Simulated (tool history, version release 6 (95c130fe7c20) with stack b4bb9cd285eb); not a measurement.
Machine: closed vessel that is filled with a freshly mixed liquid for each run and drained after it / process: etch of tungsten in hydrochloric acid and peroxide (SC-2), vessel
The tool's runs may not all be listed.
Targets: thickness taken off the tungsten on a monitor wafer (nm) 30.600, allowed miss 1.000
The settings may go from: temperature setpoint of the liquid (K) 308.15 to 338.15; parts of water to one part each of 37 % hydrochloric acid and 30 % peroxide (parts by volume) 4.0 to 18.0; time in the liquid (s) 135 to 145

run	hour	temperature setpoint of the liquid (K)	parts of water to one part each of 37 % hydrochloric acid and 30 % peroxide (parts by volume)	time in the liquid (s)	thickness taken off the tungsten on a monitor wafer (nm)
1	0.0	322.15	10.0	135	15.338
2	8.8	322.15	10.0	145	16.846
3	12.9	322.15	10.0	135	15.540
4	18.0	328.65	10.0	135	23.636
5	23.0	329.65	10.0	135	25.249
6	26.3	329.65	12.5	135	20.671
7	32.4	331.65	12.5	135	23.460
8	36.3	332.65	12.5	135	24.763
9	39.8	333.65	12.5	135	27.069
10	40.7	334.15	12.5	135	27.613
11	43.7	334.15	12.5	135	27.350
12	45.0	334.65	12.5	135	28.643
13	47.7	335.15	12.5	135	29.082

Which of these 4 next moves meets every target?
A	50.4	334.65	12.5	135	?
B	50.4	336.65	14.5	145	?
C	50.4	334.15	13.5	145	?
D	50.4	333.15	12.5	140	?

move	thickness taken off the tungsten on a monitor wafer (nm)
A	28.720
B	30.637
C	27.954
D	27.120
A: misses by more than the last run did
B: meets every target
C: misses by more than the last run did
D: misses by more than the last run did
Correct choice: B, which meets every target
